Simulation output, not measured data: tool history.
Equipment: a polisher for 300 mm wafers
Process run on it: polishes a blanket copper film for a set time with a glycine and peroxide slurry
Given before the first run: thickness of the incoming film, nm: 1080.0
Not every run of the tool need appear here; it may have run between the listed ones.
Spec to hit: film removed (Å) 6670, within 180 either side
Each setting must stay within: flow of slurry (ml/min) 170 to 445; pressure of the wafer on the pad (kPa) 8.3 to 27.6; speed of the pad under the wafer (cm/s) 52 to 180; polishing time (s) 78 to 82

| run | day | flow of slurry (ml/min) | pressure of the wafer on the pad (kPa) | speed of the pad under the wafer (cm/s) | polishing time (s) | film removed (Å) |
|---|---|---|---|---|---|---|
| 1 | 0 | 285 | 17.9 | 116 | 78 | 4758.1 |
| 2 | 0.067 | 285 | 19.3 | 116 | 78 | 5044.8 |
| 3 | 0.162 | 285 | 22.1 | 116 | 78 | 5519.1 |
| 4 | 0.45 | 285 | 22.1 | 94 | 78 | 4639.4 |
| 5 | 0.479 | 285 | 22.1 | 94 | 78 | 4713.9 |
| 6 | 0.504 | 285 | 23.4 | 98 | 78 | 5135.4 |
| 7 | 0.625 | 285 | 24.1 | 100 | 78 | 5374.3 |
| 8 | 0.733 | 285 | 24.8 | 102 | 78 | 5441.8 |
| 9 | 0.9 | 285 | 25.5 | 106 | 78 | 5840 |
| 10 | 1.004 | 295 | 27.6 | 110 | 78 | 6510.7 |

Which one of the following 5 next-run settings gets every result inside its allowed miss? There is exactly one.
| A | 1.108 | 235 | 27.6 | 102 | 82 | ? |
| B | 1.108 | 305 | 27.6 | 100 | 82 | ? |
| C | 1.108 | 365 | 26.2 | 106 | 78 | ? |
| D | 1.108 | 305 | 27.6 | 98 | 82 | ? |
| E | 1.108 | 290 | 27.6 | 112 | 79 | ? |

| move | film removed (Å) |
|---|---|
| A | 6210.5 |
| B | 6244.4 |
| C | 6071.9 |
| D | 6136.1 |
| E | 6615.3 |
A: the biggest miss grows against the last run
B: the biggest miss grows against the last run
C: the biggest miss grows against the last run
D: the biggest miss grows against the last run
E: in spec on every target
The move that meets every target is E.
